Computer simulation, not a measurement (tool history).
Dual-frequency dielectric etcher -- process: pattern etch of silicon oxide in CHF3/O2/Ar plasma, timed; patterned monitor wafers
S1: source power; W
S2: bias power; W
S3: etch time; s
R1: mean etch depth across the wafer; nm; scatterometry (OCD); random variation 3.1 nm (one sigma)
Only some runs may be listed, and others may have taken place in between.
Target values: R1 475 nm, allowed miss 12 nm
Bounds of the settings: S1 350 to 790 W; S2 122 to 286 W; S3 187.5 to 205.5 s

Run 1, day 0: S1 570 W, S2 204 W, S3 205.5 s. Result: R1 396.59 nm.
Run 2, day 0.042: S1 570 W, S2 176 W, S3 205.5 s. Result: R1 385.86 nm.
Run 3, day 0.075: S1 570 W, S2 148 W, S3 205.5 s. Result: R1 362.47 nm.
Run 4, day 0.258: S1 640 W, S2 171 W, S3 205.5 s. Result: R1 397.98 nm.
Run 5, day 0.408: S1 690 W, S2 185 W, S3 205.5 s. Result: R1 426.6 nm.
Run 6, day 0.558: S1 640 W, S2 185 W, S3 205.5 s. Result: R1 411.8 nm.
Run 7, day 0.908: S1 680 W, S2 191 W, S3 205.5 s. Result: R1 419.08 nm.
Run 8, day 1.017: S1 720 W, S2 204 W, S3 205.5 s. Result: R1 441.7 nm.
Run 9, day 1.288: S1 740 W, S2 210 W, S3 205.5 s. Result: R1 452.35 nm.
Run 10, day 1.471: S1 760 W, S2 214 W, S3 205.5 s. Result: R1 458 nm.

Below are 5 possible settings for the next run. Only one of them brings all results inside the allowed miss of their targets. Which is it?
Run A, day 1.654: S1 770 W, S2 232 W, S3 187.5 s. Result: R1 ?.
Run B, day 1.654: S1 790 W, S2 182 W, S3 192.5 s. Result: R1 ?.
Run C, day 1.654: S1 780 W, S2 216 W, S3 192 s. Result: R1 ?.
Run D, day 1.654: S1 780 W, S2 240 W, S3 201.5 s. Result: R1 ?.
Run E, day 1.654: S1 770 W, S2 183 W, S3 205.5 s. Result: R1 ?.

move      R1
   A  433.62
   B  418.43
   C  436.77
   D  473.59
   E  442.42
A: the biggest miss grows against the last run
B: the biggest miss grows against the last run
C: the biggest miss grows against the last run
D: every result lands within tolerance
E: the biggest miss grows against the last run
D meets every target.
